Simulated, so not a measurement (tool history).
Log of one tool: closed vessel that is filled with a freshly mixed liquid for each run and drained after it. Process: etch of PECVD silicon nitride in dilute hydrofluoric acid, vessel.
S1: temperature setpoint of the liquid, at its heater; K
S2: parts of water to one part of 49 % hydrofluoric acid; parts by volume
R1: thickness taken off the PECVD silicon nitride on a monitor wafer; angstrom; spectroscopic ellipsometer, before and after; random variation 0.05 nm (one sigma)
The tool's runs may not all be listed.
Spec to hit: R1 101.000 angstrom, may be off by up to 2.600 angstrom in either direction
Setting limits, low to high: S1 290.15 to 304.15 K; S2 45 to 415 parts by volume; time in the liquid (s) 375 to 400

{"run": 1, "hour": 0.0, "S1": 296.15, "S2": 230, "time in the liquid (s)": 375, "R1": 69.882}
{"run": 2, "hour": 2.9, "S1": 295.15, "S2": 230, "time in the liquid (s)": 375, "R1": 64.828}
{"run": 3, "hour": 8.8, "S1": 296.65, "S2": 230, "time in the liquid (s)": 375, "R1": 71.91}
{"run": 4, "hour": 16.1, "S1": 297.65, "S2": 230, "time in the liquid (s)": 375, "R1": 75.787}
{"run": 5, "hour": 24.9, "S1": 294.15, "S2": 230, "time in the liquid (s)": 375, "R1": 61.536}
{"run": 6, "hour": 26.2, "S1": 294.15, "S2": 285, "time in the liquid (s)": 375, "R1": 49.143}
{"run": 7, "hour": 31.4, "S1": 296.65, "S2": 275, "time in the liquid (s)": 375, "R1": 60.384}
{"run": 8, "hour": 36.4, "S1": 298.65, "S2": 270, "time in the liquid (s)": 375, "R1": 68.659}
{"run": 9, "hour": 44.9, "S1": 300.15, "S2": 265, "time in the liquid (s)": 375, "R1": 76.754}
{"run": 10, "hour": 50.9, "S1": 301.15, "S2": 265, "time in the liquid (s)": 375, "R1": 81.665}
{"run": 11, "hour": 53.8, "S1": 301.65, "S2": 265, "time in the liquid (s)": 375, "R1": 83.55}
{"run": 12, "hour": 62.5, "S1": 302.15, "S2": 260, "time in the liquid (s)": 375, "R1": 88.442}
{"run": 13, "hour": 68.6, "S1": 302.65, "S2": 260, "time in the liquid (s)": 375, "R1": 90.6}

Of the 5 settings listed for the next run, only one would bring every result within its allowed miss of target. Which one?
{"run": "A", "hour": 74.7, "S1": 304.15, "S2": 255, "time in the liquid (s)": 390, "R1": "?"}
{"run": "B", "hour": 74.7, "S1": 301.15, "S2": 250, "time in the liquid (s)": 400, "R1": "?"}
{"run": "C", "hour": 74.7, "S1": 296.65, "S2": 175, "time in the liquid (s)": 400, "R1": "?"}
{"run": "D", "hour": 74.7, "S1": 304.15, "S2": 250, "time in the liquid (s)": 395, "R1": "?"}
{"run": "E", "hour": 74.7, "S1": 302.65, "S2": 290, "time in the liquid (s)": 375, "R1": "?"}

move=A R1=105.460
move=B R1=92.526
move=C R1=99.991
move=D R1=109.020
move=E R1=81.453
A: takes the biggest miss from the last run beyond its target
B: closer than the last run, but not yet in spec
C: every result within its allowed miss
D: takes the biggest miss from the last run beyond its target
E: lands further from the targets than the last run did
Move C is the one to make.
